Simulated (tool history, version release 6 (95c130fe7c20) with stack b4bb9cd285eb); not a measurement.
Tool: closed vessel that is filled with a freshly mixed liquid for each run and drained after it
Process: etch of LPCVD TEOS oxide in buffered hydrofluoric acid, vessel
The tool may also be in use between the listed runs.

run  hour  temperature setpoint of the liquid (C)  parts of 40 % ammonium fluoride to one part of 49 % hydrofluoric acid (parts by volume)  time in the liquid (s)  thickness taken off the LPCVD TEOS oxide on a monitor wafer (nm)
  1   0.0                                    20.0                                                                                     15.0                     105                                                            177.16
  2   6.2                                    20.0                                                                                     15.0                     115                                                            197.10
  3  12.7                                    18.5                                                                                     15.0                     115                                                            179.07
  4  16.4                                    19.0                                                                                     15.0                     115                                                            186.78
  5  24.7                                    19.0                                                                                     15.0                     115                                                            183.74
  6  29.1                                    19.5                                                                                     15.0                     115                                                            190.50
  7  33.0                                    20.0                                                                                     15.0                     115                                                            198.99

The next listed run, before its measurement:
  8  38.4                                    20.5                                                                                     15.0                     115                                                                 ?

Run 8 gave thickness taken off the LPCVD TEOS oxide on a monitor wafer (nm) 200.94.
